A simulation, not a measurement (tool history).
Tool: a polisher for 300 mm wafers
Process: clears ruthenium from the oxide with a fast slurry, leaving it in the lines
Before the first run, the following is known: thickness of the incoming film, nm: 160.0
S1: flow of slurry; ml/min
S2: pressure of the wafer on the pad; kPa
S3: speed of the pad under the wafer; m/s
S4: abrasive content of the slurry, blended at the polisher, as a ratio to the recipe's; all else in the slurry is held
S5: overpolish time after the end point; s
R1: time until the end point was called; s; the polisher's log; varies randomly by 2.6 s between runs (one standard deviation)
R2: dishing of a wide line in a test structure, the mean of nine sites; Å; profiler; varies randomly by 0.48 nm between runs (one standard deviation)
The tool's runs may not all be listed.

| run | hour | S1 | S2 | S3 | S4 | S5 | R1 | R2 |
|---|---|---|---|---|---|---|---|---|
| 1 | 0.0 | 135 | 11.7 | 0.84 | 1.0 | 12 | 74.421 | 217.11 |
| 2 | 5.9 | 135 | 9.7 | 0.80 | 1.0 | 14 | 88.353 | 224.39 |
| 3 | 8.5 | 120 | 9.7 | 0.80 | 1.0 | 14 | 90.703 | 222.88 |
| 4 | 12.1 | 120 | 9.7 | 0.80 | 1.0 | 18 | 90.511 | 270.85 |
| 5 | 14.5 | 120 | 9.7 | 0.98 | 1.0 | 18 | 74.784 | 336.91 |
| 6 | 22.4 | 120 | 8.3 | 0.98 | 1.0 | 18 | 81.759 | 321.05 |

Run 7 is up next; what results do you expect?
| 7 | 30.9 | 120 | 7.6 | 0.86 | 1.0 | 18 | ? | ? |

For run 7 the tool returned R1 96.408 s, R2 261.13 Å.
